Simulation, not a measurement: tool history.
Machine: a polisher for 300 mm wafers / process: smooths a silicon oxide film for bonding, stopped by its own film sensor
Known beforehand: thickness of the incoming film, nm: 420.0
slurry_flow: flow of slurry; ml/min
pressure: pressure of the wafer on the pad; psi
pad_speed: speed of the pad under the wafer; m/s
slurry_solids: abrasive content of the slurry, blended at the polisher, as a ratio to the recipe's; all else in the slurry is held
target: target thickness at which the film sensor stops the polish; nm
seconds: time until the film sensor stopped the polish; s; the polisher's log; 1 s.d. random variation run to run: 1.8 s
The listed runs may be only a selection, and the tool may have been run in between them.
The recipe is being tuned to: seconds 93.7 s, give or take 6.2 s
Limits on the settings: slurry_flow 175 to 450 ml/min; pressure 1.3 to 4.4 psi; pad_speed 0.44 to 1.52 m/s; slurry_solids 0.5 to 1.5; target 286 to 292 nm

{"run": 1, "hour": 0.0, "slurry_flow": 290, "pressure": 2.8, "pad_speed": 0.98, "slurry_solids": 1, "target": 292, "seconds": 158.6}
{"run": 2, "hour": 1.1, "slurry_flow": 290, "pressure": 2.8, "pad_speed": 0.98, "slurry_solids": 0.8, "target": 292, "seconds": 186}
{"run": 3, "hour": 9.6, "slurry_flow": 290, "pressure": 2.1, "pad_speed": 0.98, "slurry_solids": 0.8, "target": 292, "seconds": 245.03}
{"run": 4, "hour": 12.1, "slurry_flow": 290, "pressure": 2.1, "pad_speed": 0.98, "slurry_solids": 1, "target": 292, "seconds": 202.04}
{"run": 5, "hour": 17.8, "slurry_flow": 290, "pressure": 2.4, "pad_speed": 0.98, "slurry_solids": 1, "target": 292, "seconds": 182.22}
{"run": 6, "hour": 26.6, "slurry_flow": 290, "pressure": 2.6, "pad_speed": 1, "slurry_solids": 1, "target": 292, "seconds": 174.91}
{"run": 7, "hour": 27.5, "slurry_flow": 295, "pressure": 3.4, "pad_speed": 1.28, "slurry_solids": 1.1, "target": 292, "seconds": 108.4}
{"run": 8, "hour": 35.5, "slurry_flow": 295, "pressure": 3.6, "pad_speed": 1.3, "slurry_solids": 1.1, "target": 292, "seconds": 100.84}

Below are 5 possible settings for the next run. Only one of them brings all results inside the allowed miss of their targets. Which is it?
{"run": "A", "hour": 43.5, "slurry_flow": 355, "pressure": 3.5, "pad_speed": 1.24, "slurry_solids": 1.05, "target": 286, "seconds": "?"}
{"run": "B", "hour": 43.5, "slurry_flow": 305, "pressure": 3.4, "pad_speed": 1.36, "slurry_solids": 1.2, "target": 292, "seconds": "?"}
{"run": "C", "hour": 43.5, "slurry_flow": 270, "pressure": 3, "pad_speed": 1.44, "slurry_solids": 1.1, "target": 286, "seconds": "?"}
{"run": "D", "hour": 43.5, "slurry_flow": 255, "pressure": 3.2, "pad_speed": 1.4, "slurry_solids": 1.1, "target": 286, "seconds": "?"}
{"run": "E", "hour": 43.5, "slurry_flow": 265, "pressure": 3.6, "pad_speed": 1.4, "slurry_solids": 1, "target": 286, "seconds": "?"}

move=A seconds=112.56
move=B seconds=96.327
move=C seconds=112.63
move=D seconds=109.9
move=E seconds=105
A: its largest miss is bigger than the last run's
B: hits every target within its allowed miss
C: its largest miss is bigger than the last run's
D: its largest miss is bigger than the last run's
E: its largest miss is bigger than the last run's
Correct choice: B, which meets every target
